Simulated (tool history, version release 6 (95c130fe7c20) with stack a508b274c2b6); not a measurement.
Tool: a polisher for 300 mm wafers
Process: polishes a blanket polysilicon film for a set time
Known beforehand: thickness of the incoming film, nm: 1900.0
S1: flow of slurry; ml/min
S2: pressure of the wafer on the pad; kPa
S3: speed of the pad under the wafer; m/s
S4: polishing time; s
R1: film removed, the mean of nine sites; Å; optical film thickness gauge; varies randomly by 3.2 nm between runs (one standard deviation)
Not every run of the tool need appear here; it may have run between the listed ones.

run,hour,S1,S2,S3,S4,R1
1,0,185,15.9,1.16,91,5931.9
2,6.7,180,13.8,1.16,91,5228.9
3,8.2,180,13.8,1.16,91,5246
4,11.2,180,13.8,1.16,96,5499.8
5,12.6,180,13.8,1.16,91,5271.8
6,17.6,175,12.4,1.16,91,4755.7
7,24.8,170,11.7,1.16,91,4565.6
8,31.9,165,11,1.16,91,4261.6
9,35,155,11,1.16,91,4312.6

Estimate the outcome of run 10 from the log above:
10,36.5,155,9.7,1.16,91,?

R1: 3846.5 Å
